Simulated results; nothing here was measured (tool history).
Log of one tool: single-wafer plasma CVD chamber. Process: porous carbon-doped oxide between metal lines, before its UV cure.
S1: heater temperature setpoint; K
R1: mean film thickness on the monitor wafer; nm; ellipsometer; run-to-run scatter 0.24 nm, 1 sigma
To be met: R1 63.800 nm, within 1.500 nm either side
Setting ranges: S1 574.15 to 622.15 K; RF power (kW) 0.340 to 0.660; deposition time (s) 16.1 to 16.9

{"run": 1, "hour": 0.0, "S1": 598.15, "RF power (kW)": 0.5, "deposition time (s)": 16.9, "R1": 81.177}
{"run": 2, "hour": 6.3, "S1": 598.15, "RF power (kW)": 0.5, "deposition time (s)": 16.1, "R1": 77.281}
{"run": 3, "hour": 7.3, "S1": 598.15, "RF power (kW)": 0.45, "deposition time (s)": 16.1, "R1": 71.705}
{"run": 4, "hour": 12.5, "S1": 602.15, "RF power (kW)": 0.45, "deposition time (s)": 16.1, "R1": 70.466}
{"run": 5, "hour": 20.6, "S1": 602.15, "RF power (kW)": 0.45, "deposition time (s)": 16.1, "R1": 70.003}
{"run": 6, "hour": 24.4, "S1": 602.15, "RF power (kW)": 0.45, "deposition time (s)": 16.1, "R1": 70.047}
{"run": 7, "hour": 30.4, "S1": 605.15, "RF power (kW)": 0.445, "deposition time (s)": 16.1, "R1": 68.402}
{"run": 8, "hour": 37.6, "S1": 607.15, "RF power (kW)": 0.44, "deposition time (s)": 16.1, "R1": 67.324}
{"run": 9, "hour": 43.4, "S1": 609.15, "RF power (kW)": 0.435, "deposition time (s)": 16.1, "R1": 65.741}
{"run": 10, "hour": 47.0, "S1": 610.15, "RF power (kW)": 0.435, "deposition time (s)": 16.1, "R1": 65.701}

Exercise: of the 5 proposed moves below, exactly one satisfies all targets within the stated allowed misses. Which move is it?
{"run": "A", "hour": 50.6, "S1": 591.15, "RF power (kW)": 0.385, "deposition time (s)": 16.9, "R1": "?"}
{"run": "B", "hour": 50.6, "S1": 609.15, "RF power (kW)": 0.42, "deposition time (s)": 16.9, "R1": "?"}
{"run": "C", "hour": 50.6, "S1": 613.15, "RF power (kW)": 0.43, "deposition time (s)": 16.9, "R1": "?"}
{"run": "D", "hour": 50.6, "S1": 609.15, "RF power (kW)": 0.42, "deposition time (s)": 16.1, "R1": "?"}
{"run": "E", "hour": 50.6, "S1": 612.15, "RF power (kW)": 0.46, "deposition time (s)": 16.1, "R1": "?"}

move=A R1=69.207
move=B R1=67.267
move=C R1=67.177
move=D R1=64.193
move=E R1=67.931
A: misses by more than the last run did
B: misses by more than the last run did
C: misses by more than the last run did
D: all results land within tolerance of their targets
E: misses by more than the last run did
Answer: D
